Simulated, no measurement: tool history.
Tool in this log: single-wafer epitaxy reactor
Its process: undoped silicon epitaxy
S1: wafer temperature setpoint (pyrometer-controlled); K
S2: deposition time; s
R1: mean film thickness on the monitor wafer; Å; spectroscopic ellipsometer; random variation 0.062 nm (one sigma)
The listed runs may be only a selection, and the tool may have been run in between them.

{"run": 1, "hour": 0.0, "S1": 923.15, "S2": 189, "R1": 296.19}
{"run": 2, "hour": 1.2, "S1": 921.15, "S2": 189, "R1": 280.89}
{"run": 3, "hour": 2.1, "S1": 921.15, "S2": 210, "R1": 312.51}
{"run": 4, "hour": 5.1, "S1": 921.15, "S2": 235, "R1": 349.81}
{"run": 5, "hour": 12.1, "S1": 915.15, "S2": 235, "R1": 301.18}
{"run": 6, "hour": 15.6, "S1": 922.15, "S2": 235, "R1": 360.02}
{"run": 7, "hour": 22.0, "S1": 918.15, "S2": 235, "R1": 325.17}
{"run": 8, "hour": 24.5, "S1": 916.15, "S2": 235, "R1": 309.71}
{"run": 9, "hour": 32.8, "S1": 914.15, "S2": 235, "R1": 292.97}
{"run": 10, "hour": 33.5, "S1": 908.15, "S2": 235, "R1": 253.34}
{"run": 11, "hour": 37.3, "S1": 909.15, "S2": 235, "R1": 258.17}
{"run": 12, "hour": 38.7, "S1": 910.15, "S2": 235, "R1": 266.52}
{"run": 13, "hour": 41.1, "S1": 909.15, "S2": 235, "R1": 257.57}
{"run": 14, "hour": 44.3, "S1": 910.15, "S2": 235, "R1": 265.63}

Estimate the outcome of run 15 from the log above:
{"run": 15, "hour": 52.1, "S1": 909.15, "S2": 235, "R1": "?"}

{"run 15": {"R1": 258.32}}
